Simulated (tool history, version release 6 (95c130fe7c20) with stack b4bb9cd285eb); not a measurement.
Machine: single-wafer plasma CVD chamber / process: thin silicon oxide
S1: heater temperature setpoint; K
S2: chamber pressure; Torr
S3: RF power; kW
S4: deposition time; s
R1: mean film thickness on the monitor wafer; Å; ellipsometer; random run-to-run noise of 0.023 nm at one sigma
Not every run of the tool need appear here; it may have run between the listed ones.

Run 1, hour 0.0: S1 683.15 K, S2 0.863 Torr, S3 0.335 kW, S4 5.81 s. Result: R1 109.480 Å.
Run 2, hour 8.0: S1 683.15 K, S2 0.746 Torr, S3 0.335 kW, S4 5.81 s. Result: R1 97.315 Å.
Run 3, hour 14.6: S1 683.15 K, S2 0.622 Torr, S3 0.335 kW, S4 5.81 s. Result: R1 82.989 Å.
Run 4, hour 20.8: S1 683.15 K, S2 0.596 Torr, S3 0.330 kW, S4 5.81 s. Result: R1 79.725 Å.
Run 5, hour 27.9: S1 693.15 K, S2 0.596 Torr, S3 0.330 kW, S4 5.81 s. Result: R1 79.073 Å.
Run 6, hour 34.0: S1 693.15 K, S2 0.576 Torr, S3 0.330 kW, S4 5.81 s. Result: R1 76.544 Å.

For run 7, what comes out?
Run 7, hour 42.6: S1 693.15 K, S2 0.563 Torr, S3 0.330 kW, S4 5.81 s. Result: R1 ?.

R1: 74.715 Å

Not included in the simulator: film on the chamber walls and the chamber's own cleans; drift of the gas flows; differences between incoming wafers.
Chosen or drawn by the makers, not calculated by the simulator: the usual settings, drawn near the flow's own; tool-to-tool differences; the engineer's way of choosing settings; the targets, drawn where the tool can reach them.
